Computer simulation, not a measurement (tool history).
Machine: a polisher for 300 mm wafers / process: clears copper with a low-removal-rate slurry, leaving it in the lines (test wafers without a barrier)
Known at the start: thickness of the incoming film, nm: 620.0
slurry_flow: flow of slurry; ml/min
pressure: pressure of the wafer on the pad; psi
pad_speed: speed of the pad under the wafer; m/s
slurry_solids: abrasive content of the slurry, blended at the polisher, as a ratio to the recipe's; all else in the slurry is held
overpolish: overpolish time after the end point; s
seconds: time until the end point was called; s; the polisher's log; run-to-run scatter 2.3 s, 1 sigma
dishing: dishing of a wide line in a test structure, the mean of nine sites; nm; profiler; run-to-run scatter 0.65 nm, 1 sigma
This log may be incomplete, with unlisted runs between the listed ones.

run,hour,slurry_flow,pressure,pad_speed,slurry_solids,overpolish,seconds,dishing
1,0.0,120,4.1,1.26,1.0,20,99.699,70.869
2,3.2,115,3.9,1.26,1.0,21,104.690,70.111
3,10.3,115,3.1,1.26,1.0,21,134.380,58.042
4,13.0,115,3.1,1.44,1.0,21,120.080,64.486
5,21.4,115,3.7,1.44,1.0,21,97.632,75.154
6,28.1,115,3.7,1.68,1.0,21,86.290,84.078
7,33.4,110,3.4,1.68,1.0,22,93.517,79.440
8,38.9,105,3.2,1.68,1.0,23,100.250,78.700
# hour 40.3: slurry blender recalibrated
9,40.3,100,3.0,1.68,1.0,23,104.060,75.050
10,45.5,100,2.8,1.66,1.0,23,114.790,70.207
11,54.1,100,2.8,1.66,1.0,23,111.110,70.947

For run 12, what comes out?
12,57.8,100,2.7,1.64,1.0,24,?,?

{"run 12": {"seconds": 119.18, "dishing": 69.738}}

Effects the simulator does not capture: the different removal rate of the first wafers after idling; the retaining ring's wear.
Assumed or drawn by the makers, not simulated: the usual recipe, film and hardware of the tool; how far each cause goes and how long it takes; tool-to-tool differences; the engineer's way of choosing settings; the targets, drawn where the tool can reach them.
